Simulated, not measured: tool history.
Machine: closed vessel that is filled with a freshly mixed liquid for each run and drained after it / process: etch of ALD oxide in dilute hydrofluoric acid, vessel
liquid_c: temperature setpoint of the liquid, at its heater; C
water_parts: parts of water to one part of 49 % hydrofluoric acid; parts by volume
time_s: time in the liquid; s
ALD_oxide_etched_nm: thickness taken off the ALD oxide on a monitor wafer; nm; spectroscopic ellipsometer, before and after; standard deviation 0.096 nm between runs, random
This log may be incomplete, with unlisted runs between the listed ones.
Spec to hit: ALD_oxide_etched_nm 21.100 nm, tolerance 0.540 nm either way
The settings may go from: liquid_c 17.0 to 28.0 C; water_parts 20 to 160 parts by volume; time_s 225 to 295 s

run	hour	liquid_c	water_parts	time_s	ALD_oxide_etched_nm
1	0.0	20.0	90	295	26.879
2	7.4	20.0	90	295	26.855
3	14.0	20.0	115	295	20.356
4	21.3	22.0	115	295	22.145
5	29.4	21.5	115	295	21.689
6	37.3	21.5	90	295	28.548
7	38.6	20.5	90	295	27.571
8	44.9	20.0	90	295	26.995

Pick the move, out of 5, that brings all results within their allowed miss; only one does.
A	51.2	18.0	90	240	?
B	51.2	20.0	70	275	?
C	51.2	19.5	90	235	?
D	51.2	19.0	65	295	?
E	51.2	18.5	100	290	?

move	ALD_oxide_etched_nm
A	20.374
B	33.386
C	21.240
D	37.192
E	22.382
A: carries the result that was furthest off beyond its target, to the other side
B: lands further from the targets than the last run did
C: all results land within tolerance of their targets
D: lands further from the targets than the last run did
E: nearer than the last run, and not there yet
Correct choice: C, which meets every target
